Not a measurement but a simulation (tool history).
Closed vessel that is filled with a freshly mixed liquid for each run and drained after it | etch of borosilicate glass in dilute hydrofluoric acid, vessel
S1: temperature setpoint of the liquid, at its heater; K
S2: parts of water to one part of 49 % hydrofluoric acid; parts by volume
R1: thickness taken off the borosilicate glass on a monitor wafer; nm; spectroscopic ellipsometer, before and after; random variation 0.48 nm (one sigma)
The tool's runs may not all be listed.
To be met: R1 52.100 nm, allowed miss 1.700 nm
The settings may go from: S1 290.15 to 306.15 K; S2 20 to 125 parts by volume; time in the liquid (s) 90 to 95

run 1 hour=0.0 | S1=298.15 S2=70 time_in_the_liquid_(s)=90 | R1=70.124
run 2 hour=2.0 | S1=298.15 S2=55 time_in_the_liquid_(s)=90 | R1=91.521
run 3 hour=7.2 | S1=296.15 S2=60 time_in_the_liquid_(s)=90 | R1=76.751
run 4 hour=11.8 | S1=296.15 S2=80 time_in_the_liquid_(s)=90 | R1=55.512
run 5 hour=18.8 | S1=296.15 S2=80 time_in_the_liquid_(s)=95 | R1=59.865
run 6 hour=25.7 | S1=295.15 S2=80 time_in_the_liquid_(s)=95 | R1=57.290
run 7 hour=27.7 | S1=294.65 S2=80 time_in_the_liquid_(s)=95 | R1=56.154
run 8 hour=35.8 | S1=294.15 S2=80 time_in_the_liquid_(s)=95 | R1=54.150

Which of these 4 next moves meets every target?
run A hour=43.9 | S1=296.15 S2=95 time_in_the_liquid_(s)=95 | R1=?
run B hour=43.9 | S1=292.15 S2=70 time_in_the_liquid_(s)=95 | R1=?
run C hour=43.9 | S1=295.65 S2=85 time_in_the_liquid_(s)=90 | R1=?
run D hour=43.9 | S1=291.15 S2=80 time_in_the_liquid_(s)=95 | R1=?

move=A R1=48.495
move=B R1=57.266
move=C R1=50.893
move=D R1=47.490
A: takes the result that was furthest off past its target
B: further off than the last run
C: meets every target
D: takes the result that was furthest off past its target
Answer: C
